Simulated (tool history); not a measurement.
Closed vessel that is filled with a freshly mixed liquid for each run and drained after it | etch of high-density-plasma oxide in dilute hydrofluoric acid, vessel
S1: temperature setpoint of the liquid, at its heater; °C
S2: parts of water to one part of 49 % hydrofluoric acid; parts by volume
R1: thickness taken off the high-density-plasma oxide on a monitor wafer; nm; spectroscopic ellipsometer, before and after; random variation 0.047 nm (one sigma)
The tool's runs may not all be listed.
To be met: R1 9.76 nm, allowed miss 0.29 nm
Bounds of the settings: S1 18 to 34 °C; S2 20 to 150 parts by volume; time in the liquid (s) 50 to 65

Run 1, hour 0: S1 26 °C, S2 85 parts by volume, time in the liquid (s) 65. Result: R1 4.8522 nm.
Run 2, hour 7.4: S1 26 °C, S2 95 parts by volume, time in the liquid (s) 65. Result: R1 4.2389 nm.
Run 3, hour 16.7: S1 27 °C, S2 90 parts by volume, time in the liquid (s) 65. Result: R1 4.6984 nm.
Run 4, hour 20.7: S1 27 °C, S2 70 parts by volume, time in the liquid (s) 65. Result: R1 6.2348 nm.
Run 5, hour 26.4: S1 28 °C, S2 70 parts by volume, time in the liquid (s) 65. Result: R1 6.4408 nm.
Run 6, hour 34: S1 28 °C, S2 40 parts by volume, time in the liquid (s) 65. Result: R1 11.822 nm.
Run 7, hour 35.4: S1 27 °C, S2 40 parts by volume, time in the liquid (s) 65. Result: R1 11.49 nm.
Run 8, hour 40.9: S1 26 °C, S2 40 parts by volume, time in the liquid (s) 65. Result: R1 10.891 nm.
Run 9, hour 47.7: S1 25.5 °C, S2 40 parts by volume, time in the liquid (s) 65. Result: R1 10.655 nm.
Run 10, hour 54.6: S1 25 °C, S2 40 parts by volume, time in the liquid (s) 65. Result: R1 10.511 nm.
Run 11, hour 61.9: S1 24.5 °C, S2 40 parts by volume, time in the liquid (s) 65. Result: R1 10.336 nm.

Which of these 4 next moves meets every target?
Run A, hour 69.2: S1 26 °C, S2 40 parts by volume, time in the liquid (s) 65. Result: R1 ?.
Run B, hour 69.2: S1 24 °C, S2 35 parts by volume, time in the liquid (s) 50. Result: R1 ?.
Run C, hour 69.2: S1 18 °C, S2 30 parts by volume, time in the liquid (s) 60. Result: R1 ?.
Run D, hour 69.2: S1 25.5 °C, S2 40 parts by volume, time in the liquid (s) 65. Result: R1 ?.

move      R1
   A  10.953
   B  8.9274
   C  9.7339
   D  10.731
A: further off than the last run
B: takes the result that was furthest off past its target
C: meets every target
D: further off than the last run
Answer: C
